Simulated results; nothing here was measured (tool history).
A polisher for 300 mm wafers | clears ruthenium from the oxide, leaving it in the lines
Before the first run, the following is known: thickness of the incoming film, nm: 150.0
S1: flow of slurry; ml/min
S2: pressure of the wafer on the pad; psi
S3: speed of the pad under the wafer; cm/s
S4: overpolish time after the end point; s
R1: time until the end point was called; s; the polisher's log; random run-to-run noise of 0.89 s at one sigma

run,hour,S1,S2,S3,S4,R1
1,0,145,2.1,114,12,121.47
2,5.1,150,2.4,116,12,101.11
3,8.1,135,2.4,116,12,104.98
4,9.3,145,2.5,116,12,98.326
5,17.4,165,2.5,116,12,96.721
6,22.3,165,2.1,116,12,117.08

Run 7 comes next. What will it give?
7,27.7,165,2.4,116,12,?

{"run 7": {"R1": 99.156}}
